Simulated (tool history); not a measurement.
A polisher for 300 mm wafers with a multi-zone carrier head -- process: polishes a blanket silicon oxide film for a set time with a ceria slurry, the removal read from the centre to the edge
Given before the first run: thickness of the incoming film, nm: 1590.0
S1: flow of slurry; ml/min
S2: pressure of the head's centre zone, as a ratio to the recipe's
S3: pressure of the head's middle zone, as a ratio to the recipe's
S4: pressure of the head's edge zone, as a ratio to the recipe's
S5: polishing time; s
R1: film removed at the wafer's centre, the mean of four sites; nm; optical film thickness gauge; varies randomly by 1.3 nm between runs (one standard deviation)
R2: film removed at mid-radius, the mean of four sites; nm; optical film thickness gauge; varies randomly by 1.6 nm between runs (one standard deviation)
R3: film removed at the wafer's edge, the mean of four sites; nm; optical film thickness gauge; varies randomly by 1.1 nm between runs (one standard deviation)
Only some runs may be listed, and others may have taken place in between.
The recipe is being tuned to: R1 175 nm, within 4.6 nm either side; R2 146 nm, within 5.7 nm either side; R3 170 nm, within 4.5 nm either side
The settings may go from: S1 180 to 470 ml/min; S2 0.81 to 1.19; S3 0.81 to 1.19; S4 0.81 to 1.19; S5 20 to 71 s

run,hour,S1,S2,S3,S4,S5,R1,R2,R3
1,0,300,1,1,1,45,161.71,156.31,163.15
2,4.6,300,1.07,1,1,45,173.97,154.86,163.11
3,9.6,325,1.07,1,1,45,173.55,156.65,163.46
4,13,325,1.07,1.07,1,45,173.58,166.9,162.67
5,21,360,1.07,1.07,1,45,175.51,165.79,164.75
# hour 27.4: worn pad replaced by a new one
6,27.4,360,1.07,1.07,0.91,45,193.78,187.41,174.24
7,30.4,345,1.06,1.02,0.92,45,192.74,181.16,174.22
8,36.3,320,1.05,0.98,0.93,45,188.82,172.87,174.98

4 next moves are on the table. One of them brings every result within its allowed miss. Which?
A,42.2,305,1.05,0.88,1.01,42,?,?,?
B,42.2,265,0.99,0.99,1.01,43,?,?,?
C,42.2,320,0.95,0.98,1.07,43,?,?,?
D,42.2,330,0.92,0.95,1.09,44,?,?,?

move,R1,R2,R3
A,175.83,144.69,171.31
B,169.03,161.17,173.24
C,166.91,162.83,180.35
D,166.92,162.78,186.58
A: in spec on every target
B: closer than the last run, but not yet in spec
C: closer than the last run, but not yet in spec
D: closer than the last run, but not yet in spec
So the answer is move A, the one that meets all the targets.
